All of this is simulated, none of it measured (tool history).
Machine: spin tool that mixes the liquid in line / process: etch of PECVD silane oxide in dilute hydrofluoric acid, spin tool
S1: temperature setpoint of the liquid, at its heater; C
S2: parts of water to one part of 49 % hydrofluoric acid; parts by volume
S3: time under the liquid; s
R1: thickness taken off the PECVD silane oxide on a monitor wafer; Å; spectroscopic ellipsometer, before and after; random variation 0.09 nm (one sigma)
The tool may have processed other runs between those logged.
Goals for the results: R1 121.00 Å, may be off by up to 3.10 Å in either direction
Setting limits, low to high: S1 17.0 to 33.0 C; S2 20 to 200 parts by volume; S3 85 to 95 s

run  hour    S1   S2  S3      R1
  1   0.0  25.0  110  85  157.11
  2   2.3  25.0  110  95  174.65
  3   5.5  23.0  110  95  160.26
  4  13.0  23.0  110  85  143.85
  5  13.6  23.0  110  95  161.60
  6  19.0  23.0  110  95  162.96
  7  20.1  21.5  110  95  151.65
  8  22.9  20.5  110  95  146.53
  9  28.6  19.5  110  95  139.58
 10  33.9  19.5  110  95  137.20

Consider the 4 candidate settings below. Which is the only one whose results all fall within their allowed miss of target?
  A  39.2  21.0  125  90   ?
  B  39.2  21.5  125  95   ?
  C  39.2  18.5  115  95   ?
  D  39.2  17.5  100  85   ?

move      R1
   A  122.58
   B  132.01
   C  128.43
   D  128.78
A: all results land within tolerance of their targets
B: an improvement on the last run, though not all results are within tolerance
C: an improvement on the last run, though not all results are within tolerance
D: an improvement on the last run, though not all results are within tolerance
A meets every target.

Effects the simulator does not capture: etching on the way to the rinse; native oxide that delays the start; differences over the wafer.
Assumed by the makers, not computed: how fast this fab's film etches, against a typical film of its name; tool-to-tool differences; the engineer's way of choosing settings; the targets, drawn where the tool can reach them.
